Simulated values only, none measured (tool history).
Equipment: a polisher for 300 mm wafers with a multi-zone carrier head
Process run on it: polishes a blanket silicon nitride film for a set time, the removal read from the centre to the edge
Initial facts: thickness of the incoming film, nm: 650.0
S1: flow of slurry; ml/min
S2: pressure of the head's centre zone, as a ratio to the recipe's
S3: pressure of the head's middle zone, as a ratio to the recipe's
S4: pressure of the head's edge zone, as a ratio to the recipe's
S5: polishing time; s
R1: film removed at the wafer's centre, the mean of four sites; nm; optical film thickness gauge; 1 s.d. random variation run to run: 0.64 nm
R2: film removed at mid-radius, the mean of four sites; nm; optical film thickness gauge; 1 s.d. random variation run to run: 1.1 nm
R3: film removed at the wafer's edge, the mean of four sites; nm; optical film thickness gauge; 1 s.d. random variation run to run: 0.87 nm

run	hour	S1	S2	S3	S4	S5	R1	R2	R3
1	0	195	1	1	1	88	112.94	115.27	110.44
2	4.4	195	1	1	0.96	88	112.46	114.2	108.6
3	11.7	195	1	1	0.91	88	114.35	114.53	105.02
4	16.2	195	1.08	1	0.91	88	122.44	111.93	105.54
5	24.8	195	1.08	1	0.91	102	142.27	131.59	121.63
6	30.4	190	1.04	1	0.89	96	127.8	123.65	113.48

Run 7 has not been measured yet. What should we expect?
7	36	190	1.01	1	0.87	91	?	?	?

Run 7 measured R1 118.48 nm, R2 117.49 nm, R3 106.9 nm.

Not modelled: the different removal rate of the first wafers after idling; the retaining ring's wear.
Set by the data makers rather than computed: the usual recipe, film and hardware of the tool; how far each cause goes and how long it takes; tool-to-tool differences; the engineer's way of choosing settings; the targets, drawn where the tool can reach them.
